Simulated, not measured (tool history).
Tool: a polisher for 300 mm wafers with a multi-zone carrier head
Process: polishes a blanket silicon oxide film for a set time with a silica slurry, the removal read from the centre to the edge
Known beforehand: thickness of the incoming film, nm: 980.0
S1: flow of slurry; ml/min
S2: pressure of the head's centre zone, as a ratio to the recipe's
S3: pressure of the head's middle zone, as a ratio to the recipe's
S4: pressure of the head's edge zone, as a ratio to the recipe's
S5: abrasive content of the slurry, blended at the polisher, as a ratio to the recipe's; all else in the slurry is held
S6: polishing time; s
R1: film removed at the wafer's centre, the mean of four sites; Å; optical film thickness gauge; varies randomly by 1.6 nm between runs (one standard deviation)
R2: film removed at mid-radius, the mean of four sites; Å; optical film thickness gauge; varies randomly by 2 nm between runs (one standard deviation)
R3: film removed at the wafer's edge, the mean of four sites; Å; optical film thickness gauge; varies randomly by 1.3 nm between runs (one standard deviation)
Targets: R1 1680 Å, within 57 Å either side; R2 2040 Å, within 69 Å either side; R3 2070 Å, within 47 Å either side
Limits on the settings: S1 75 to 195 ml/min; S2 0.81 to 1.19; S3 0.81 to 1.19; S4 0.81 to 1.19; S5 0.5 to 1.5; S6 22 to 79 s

{"run": 1, "hour": 0.0, "S1": 125, "S2": 1, "S3": 1, "S4": 1, "S5": 1, "S6": 50, "R1": 1639.7, "R2": 1610.9, "R3": 1636}
{"run": 2, "hour": 5.3, "S1": 130, "S2": 0.98, "S3": 1.01, "S4": 1.02, "S5": 1, "S6": 50, "R1": 1642.3, "R2": 1614.3, "R3": 1659.7}
{"run": 3, "hour": 10.8, "S1": 130, "S2": 0.98, "S3": 1.01, "S4": 0.98, "S5": 1, "S6": 50, "R1": 1622.9, "R2": 1630.8, "R3": 1621.5}
{"run": 4, "hour": 19.1, "S1": 135, "S2": 0.96, "S3": 1.03, "S4": 1.01, "S5": 1.05, "S6": 50, "R1": 1631.1, "R2": 1695, "R3": 1659}
{"run": 5, "hour": 20.2, "S1": 135, "S2": 0.96, "S3": 1.03, "S4": 1.01, "S5": 1.15, "S6": 50, "R1": 1701.1, "R2": 1743.2, "R3": 1741.6}
{"run": 6, "hour": 28.2, "S1": 135, "S2": 0.96, "S3": 1.03, "S4": 1.08, "S5": 1.15, "S6": 50, "R1": 1684.6, "R2": 1776.9, "R3": 1796.9}
{"run": 7, "hour": 33.7, "S1": 170, "S2": 0.86, "S3": 1.03, "S4": 1.18, "S5": 1.25, "S6": 50, "R1": 1628.8, "R2": 1844.3, "R3": 1943.2}
{"run": 8, "hour": 35.5, "S1": 170, "S2": 0.86, "S3": 1.04, "S4": 1.18, "S5": 1.25, "S6": 50, "R1": 1633.5, "R2": 1901, "R3": 1973.7}
{"run": 9, "hour": 37.8, "S1": 175, "S2": 0.85, "S3": 1.05, "S4": 1.19, "S5": 1.3, "S6": 50, "R1": 1646.4, "R2": 1923.9, "R3": 1975.9}
{"run": 10, "hour": 41.2, "S1": 175, "S2": 0.83, "S3": 1.05, "S4": 1.19, "S5": 1.4, "S6": 50, "R1": 1646, "R2": 1959.6, "R3": 2063.5}

Which one of the following 4 next-run settings gets every result inside its allowed miss? There is exactly one.
{"run": "A", "hour": 44.6, "S1": 185, "S2": 0.83, "S3": 1.01, "S4": 1.14, "S5": 1.35, "S6": 51, "R1": "?", "R2": "?", "R3": "?"}
{"run": "B", "hour": 44.6, "S1": 175, "S2": 0.87, "S3": 0.99, "S4": 1.19, "S5": 1.35, "S6": 51, "R1": "?", "R2": "?", "R3": "?"}
{"run": "C", "hour": 44.6, "S1": 180, "S2": 0.83, "S3": 1.02, "S4": 1.19, "S5": 1.5, "S6": 48, "R1": "?", "R2": "?", "R3": "?"}
{"run": "D", "hour": 44.6, "S1": 120, "S2": 0.85, "S3": 1.08, "S4": 1.15, "S5": 1.2, "S6": 56, "R1": "?", "R2": "?", "R3": "?"}

move=A R1=1659 R2=1928.1 R3=2043.5
move=B R1=1715 R2=1883.9 R3=2078.7
move=C R1=1606.3 R2=1881.6 R3=2025.8
move=D R1=1666.6 R2=2013.2 R3=2071.8
A: the biggest miss grows against the last run
B: the biggest miss grows against the last run
C: the biggest miss grows against the last run
D: all results in spec
So the answer is move D, the one that meets all the targets.
